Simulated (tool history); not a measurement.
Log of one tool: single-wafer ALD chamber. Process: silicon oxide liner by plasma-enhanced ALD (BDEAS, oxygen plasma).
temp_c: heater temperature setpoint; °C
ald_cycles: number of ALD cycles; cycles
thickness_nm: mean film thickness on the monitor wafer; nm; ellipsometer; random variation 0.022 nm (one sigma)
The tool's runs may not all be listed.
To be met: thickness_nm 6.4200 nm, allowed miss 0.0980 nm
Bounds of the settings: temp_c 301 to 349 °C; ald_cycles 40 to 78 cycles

run	day	temp_c	ald_cycles	thickness_nm
1	0.000	325	59	5.3585
2	0.083	329	59	5.3182
3	0.254	329	51	4.5618
4	0.296	327	56	5.0661
5	0.529	322	56	5.0712
6	0.696	322	59	5.3565
7	0.875	322	62	5.6403
# day 1.112: thermocouple changed; heater temperature recalibrated
8	1.112	322	64	5.8402
9	1.329	322	65	5.9282

Which of these 4 next moves meets every target?
A	1.546	324	68	?
B	1.546	324	59	?
C	1.546	324	62	?
D	1.546	317	70	?

move	thickness_nm
A	6.1571
B	5.3421
C	5.6138
D	6.3987
A: nearer than the last run, and not there yet
B: further off than the last run
C: further off than the last run
D: meets every target
Move D is the one to make.
